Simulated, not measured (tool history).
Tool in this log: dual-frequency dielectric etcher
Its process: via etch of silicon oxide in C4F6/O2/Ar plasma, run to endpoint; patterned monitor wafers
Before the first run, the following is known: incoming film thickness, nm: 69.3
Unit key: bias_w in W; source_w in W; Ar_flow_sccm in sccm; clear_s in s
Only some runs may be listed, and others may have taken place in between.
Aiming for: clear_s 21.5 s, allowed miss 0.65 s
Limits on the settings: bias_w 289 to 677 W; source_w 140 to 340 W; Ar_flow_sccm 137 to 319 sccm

run,hour,bias_w,source_w,Ar_flow_sccm,clear_s
1,0,483,240,228,16.741
2,2.7,407,240,228,17.898
3,6.1,407,270,228,16.918
4,8.7,407,240,228,18.096
5,10,407,200,228,19.141
6,11.3,407,200,211,18.646
7,18.8,379,190,215,19.867
8,24.1,360,190,216,20.061
9,30.4,343,190,217,20.365
10,36.7,330,190,218,20.819

Which of these 4 next moves meets every target?
A,43,289,200,224,?
B,43,329,210,217,?
C,43,367,180,183,?
D,43,339,190,192,?

move,clear_s
A,21.225
B,19.915
C,19.944
D,20.174
A: each result inside its tolerance
B: the biggest miss grows against the last run
C: the biggest miss grows against the last run
D: the biggest miss grows against the last run
Correct choice: A, which meets every target
